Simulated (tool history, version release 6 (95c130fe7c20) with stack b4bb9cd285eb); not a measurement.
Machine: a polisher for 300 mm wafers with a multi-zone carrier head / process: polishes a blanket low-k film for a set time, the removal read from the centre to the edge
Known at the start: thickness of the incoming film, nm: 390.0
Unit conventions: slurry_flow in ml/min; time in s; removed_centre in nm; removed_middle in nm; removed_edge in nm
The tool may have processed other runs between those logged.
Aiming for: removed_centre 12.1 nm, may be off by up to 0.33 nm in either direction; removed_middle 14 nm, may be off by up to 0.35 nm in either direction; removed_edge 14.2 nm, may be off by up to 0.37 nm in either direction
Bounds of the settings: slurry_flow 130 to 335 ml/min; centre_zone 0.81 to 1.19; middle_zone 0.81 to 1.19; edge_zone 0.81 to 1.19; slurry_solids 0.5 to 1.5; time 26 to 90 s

Run 1, hour 0: slurry_flow 215 ml/min, centre_zone 1, middle_zone 1, edge_zone 1, slurry_solids 1, time 58 s. Result: removed_centre 27.783 nm, removed_middle 27.682 nm, removed_edge 27.123 nm.
Run 2, hour 3.5: slurry_flow 215 ml/min, centre_zone 1, middle_zone 1, edge_zone 1.03, slurry_solids 1, time 58 s. Result: removed_centre 27.643 nm, removed_middle 27.26 nm, removed_edge 27.504 nm.
Run 3, hour 12.5: slurry_flow 215 ml/min, centre_zone 1, middle_zone 1, edge_zone 1.03, slurry_solids 1, time 68 s. Result: removed_centre 32.624 nm, removed_middle 32.723 nm, removed_edge 32.213 nm.
Run 4, hour 19.7: slurry_flow 210 ml/min, centre_zone 0.98, middle_zone 1, edge_zone 1.02, slurry_solids 0.95, time 65 s. Result: removed_centre 29.586 nm, removed_middle 30.159 nm, removed_edge 29.962 nm.
Run 5, hour 26.8: slurry_flow 210 ml/min, centre_zone 0.98, middle_zone 1, edge_zone 1.02, slurry_solids 0.95, time 57 s. Result: removed_centre 25.756 nm, removed_middle 26.418 nm, removed_edge 26.29 nm.
Run 6, hour 35.4: slurry_flow 205 ml/min, centre_zone 0.96, middle_zone 0.99, edge_zone 1, slurry_solids 0.9, time 55 s. Result: removed_centre 24.29 nm, removed_middle 24.508 nm, removed_edge 24.666 nm.
Run 7, hour 36.8: slurry_flow 200 ml/min, centre_zone 0.94, middle_zone 0.99, edge_zone 1, slurry_solids 0.85, time 53 s. Result: removed_centre 22.045 nm, removed_middle 23.06 nm, removed_edge 22.751 nm.
At hour 38.5: edge zone pressure recalibrated.
Run 8, hour 38.5: slurry_flow 195 ml/min, centre_zone 0.93, middle_zone 0.99, edge_zone 1, slurry_solids 0.8, time 51 s. Result: removed_centre 19.962 nm, removed_middle 21.54 nm, removed_edge 22.409 nm.
Run 9, hour 43.9: slurry_flow 195 ml/min, centre_zone 0.92, middle_zone 0.99, edge_zone 0.98, slurry_solids 0.75, time 49 s. Result: removed_centre 18.899 nm, removed_middle 20.236 nm, removed_edge 21.136 nm.
Run 10, hour 48.4: slurry_flow 150 ml/min, centre_zone 0.82, middle_zone 1.02, edge_zone 0.88, slurry_solids 0.5, time 33 s. Result: removed_centre 8.7958 nm, removed_middle 10.999 nm, removed_edge 10.764 nm.
Run 11, hour 50.3: slurry_flow 165 ml/min, centre_zone 0.83, middle_zone 1.02, edge_zone 0.9, slurry_solids 0.5, time 33 s. Result: removed_centre 9.315 nm, removed_middle 11.184 nm, removed_edge 10.974 nm.
Run 12, hour 58: slurry_flow 170 ml/min, centre_zone 0.83, middle_zone 1.03, edge_zone 0.93, slurry_solids 0.5, time 33 s. Result: removed_centre 9.378 nm, removed_middle 11.43 nm, removed_edge 11.183 nm.
Run 13, hour 62.2: slurry_flow 180 ml/min, centre_zone 0.83, middle_zone 1.03, edge_zone 0.95, slurry_solids 0.5, time 33 s. Result: removed_centre 9.3844 nm, removed_middle 11.514 nm, removed_edge 11.634 nm.
Run 14, hour 66.9: slurry_flow 190 ml/min, centre_zone 0.84, middle_zone 1.04, edge_zone 0.96, slurry_solids 0.5, time 33 s. Result: removed_centre 9.5306 nm, removed_middle 11.747 nm, removed_edge 11.726 nm.
Run 15, hour 68.7: slurry_flow 200 ml/min, centre_zone 0.85, middle_zone 1.04, edge_zone 0.97, slurry_solids 0.5, time 33 s. Result: removed_centre 9.7774 nm, removed_middle 11.746 nm, removed_edge 11.653 nm.
Run 16, hour 75.3: slurry_flow 200 ml/min, centre_zone 0.85, middle_zone 1.04, edge_zone 0.97, slurry_solids 0.5, time 33 s. Result: removed_centre 9.7937 nm, removed_middle 11.948 nm, removed_edge 11.779 nm.
Run 17, hour 81.1: slurry_flow 210 ml/min, centre_zone 0.86, middle_zone 1.04, edge_zone 0.99, slurry_solids 0.5, time 33 s. Result: removed_centre 9.9727 nm, removed_middle 12.044 nm, removed_edge 12.043 nm.
Run 18, hour 88.4: slurry_flow 215 ml/min, centre_zone 0.87, middle_zone 1.04, edge_zone 1.01, slurry_solids 0.5, time 33 s. Result: removed_centre 10.128 nm, removed_middle 12.112 nm, removed_edge 11.952 nm.
Run 19, hour 90.3: slurry_flow 225 ml/min, centre_zone 0.89, middle_zone 1.01, edge_zone 1.08, slurry_solids 0.75, time 34 s. Result: removed_centre 12.742 nm, removed_middle 14.714 nm, removed_edge 15.525 nm.
Run 20, hour 96.9: slurry_flow 220 ml/min, centre_zone 0.89, middle_zone 1.01, edge_zone 1.07, slurry_solids 0.75, time 34 s. Result: removed_centre 12.88 nm, removed_middle 14.613 nm, removed_edge 15.112 nm.
Run 21, hour 99.9: slurry_flow 215 ml/min, centre_zone 0.89, middle_zone 1.01, edge_zone 1.06, slurry_solids 0.75, time 34 s. Result: removed_centre 12.72 nm, removed_middle 14.436 nm, removed_edge 15.346 nm.
Run 22, hour 104.5: slurry_flow 210 ml/min, centre_zone 0.89, middle_zone 1.01, edge_zone 1.05, slurry_solids 0.75, time 34 s. Result: removed_centre 12.627 nm, removed_middle 14.237 nm, removed_edge 15.216 nm.
Run 23, hour 110.3: slurry_flow 210 ml/min, centre_zone 0.89, middle_zone 1.01, edge_zone 1.04, slurry_solids 0.75, time 34 s. Result: removed_centre 12.902 nm, removed_middle 14.248 nm, removed_edge 14.946 nm.
Run 24, hour 114.3: slurry_flow 205 ml/min, centre_zone 0.89, middle_zone 1.01, edge_zone 1.04, slurry_solids 0.75, time 34 s. Result: removed_centre 12.7 nm, removed_middle 14.36 nm, removed_edge 15.221 nm.
Run 25, hour 115.4: slurry_flow 205 ml/min, centre_zone 0.89, middle_zone 1.01, edge_zone 1.03, slurry_solids 0.75, time 34 s. Result: removed_centre 12.619 nm, removed_middle 14.366 nm, removed_edge 15.006 nm.

Next run, 5 choices. One meets every target within its allowed miss, the rest don't. Which?
Run A, hour 116.5: slurry_flow 220 ml/min, centre_zone 0.82, middle_zone 1.07, edge_zone 0.85, slurry_solids 0.8, time 32 s. Result: removed_centre ?, removed_middle ?, removed_edge ?.
Run B, hour 116.5: slurry_flow 245 ml/min, centre_zone 0.9, middle_zone 1.06, edge_zone 0.97, slurry_solids 0.65, time 33 s. Result: removed_centre ?, removed_middle ?, removed_edge ?.
Run C, hour 116.5: slurry_flow 285 ml/min, centre_zone 0.98, middle_zone 1.01, edge_zone 0.95, slurry_solids 0.65, time 32 s. Result: removed_centre ?, removed_middle ?, removed_edge ?.
Run D, hour 116.5: slurry_flow 170 ml/min, centre_zone 0.91, middle_zone 1.06, edge_zone 1.05, slurry_solids 1, time 29 s. Result: removed_centre ?, removed_middle ?, removed_edge ?.
Run E, hour 116.5: slurry_flow 290 ml/min, centre_zone 0.82, middle_zone 1.05, edge_zone 0.94, slurry_solids 0.6, time 37 s. Result: removed_centre ?, removed_middle ?, removed_edge ?.

move  removed_centre  removed_middle  removed_edge
   A          11.501          14.811        13.293
   B          12.079          14.018        13.427
   C           13.01          13.275        13.077
   D          12.102           13.98        14.122
   E          12.145          15.335        14.519
A: carries the result that was furthest off beyond its target, to the other side
B: carries the result that was furthest off beyond its target, to the other side
C: carries the result that was furthest off beyond its target, to the other side
D: meets every target
E: meets the target for the result that was furthest off, but another lies outside its allowed miss
D is the move that brings every result within its allowed miss.
